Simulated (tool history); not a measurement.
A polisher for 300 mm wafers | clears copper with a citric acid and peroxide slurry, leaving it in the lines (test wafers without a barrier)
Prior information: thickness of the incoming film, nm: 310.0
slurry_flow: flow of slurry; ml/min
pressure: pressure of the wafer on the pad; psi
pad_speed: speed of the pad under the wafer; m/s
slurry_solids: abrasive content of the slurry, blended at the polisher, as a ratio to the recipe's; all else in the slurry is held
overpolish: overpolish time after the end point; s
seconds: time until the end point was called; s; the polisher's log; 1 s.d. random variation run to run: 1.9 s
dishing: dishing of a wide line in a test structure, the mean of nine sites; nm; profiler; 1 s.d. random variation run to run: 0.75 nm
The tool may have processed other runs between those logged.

run 1 hour=0 | slurry_flow=230 pressure=3.4 pad_speed=1.08 slurry_solids=1 overpolish=20 | seconds=152.74 dishing=30.713
run 2 hour=1.2 | slurry_flow=270 pressure=3.4 pad_speed=1.08 slurry_solids=1 overpolish=20 | seconds=149.09 dishing=31.949
run 3 hour=3.6 | slurry_flow=270 pressure=3.4 pad_speed=1.18 slurry_solids=1 overpolish=20 | seconds=140.63 dishing=33.836
run 4 hour=11 | slurry_flow=270 pressure=3.5 pad_speed=1.18 slurry_solids=1 overpolish=21 | seconds=130.87 dishing=35.997
run 5 hour=19.7 | slurry_flow=270 pressure=3.5 pad_speed=1.18 slurry_solids=1 overpolish=28 | seconds=132.87 dishing=47.02
run 6 hour=25.6 | slurry_flow=270 pressure=3.6 pad_speed=1.18 slurry_solids=1 overpolish=28 | seconds=133.58 dishing=47.175

Run 7, settings as shown, results not yet in. Your forecast:
run 7 hour=27.4 | slurry_flow=270 pressure=3.7 pad_speed=1.18 slurry_solids=1 overpolish=28 | seconds=? dishing=?

Run 7 yielded seconds 131.04 s, dishing 47.748 nm.

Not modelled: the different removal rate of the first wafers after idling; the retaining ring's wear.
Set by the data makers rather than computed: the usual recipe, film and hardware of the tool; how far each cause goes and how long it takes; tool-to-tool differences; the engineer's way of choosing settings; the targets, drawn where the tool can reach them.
